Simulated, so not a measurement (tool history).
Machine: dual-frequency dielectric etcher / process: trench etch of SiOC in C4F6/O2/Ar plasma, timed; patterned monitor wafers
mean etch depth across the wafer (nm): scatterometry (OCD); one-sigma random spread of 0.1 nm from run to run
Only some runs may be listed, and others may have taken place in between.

run	hour	source power (kW)	bias power (kW)	etch time (s)	mean etch depth across the wafer (nm)
1	0.0	0.300	0.248	22.5	42.448
2	6.2	0.300	0.272	22.5	44.218
3	8.2	0.360	0.272	22.5	47.860
4	9.2	0.360	0.272	22.5	47.772
5	11.9	0.340	0.263	22.5	45.987
6	14.4	0.380	0.263	22.5	48.333

Run 7 comes next. What will it give?
7	18.6	0.360	0.255	22.5	?

For run 7 the tool returned mean etch depth across the wafer (nm) 46.869.
